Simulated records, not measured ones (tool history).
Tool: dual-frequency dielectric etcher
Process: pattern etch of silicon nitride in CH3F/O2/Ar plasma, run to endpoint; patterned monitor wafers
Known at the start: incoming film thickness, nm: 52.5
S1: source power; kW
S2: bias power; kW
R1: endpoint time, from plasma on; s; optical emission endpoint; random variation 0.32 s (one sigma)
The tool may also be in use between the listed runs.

run    day     S1     S2      R1
  1  0.000  0.450  0.067  78.678
  2  0.312  0.420  0.066  79.537
  3  0.542  0.420  0.071  78.718
  4  0.775  0.420  0.066  79.932
  5  0.821  0.480  0.066  77.590
  6  1.142  0.480  0.076  75.248

Forecast run 7:
  7  1.171  0.440  0.071   ?

R1: 78.465 s
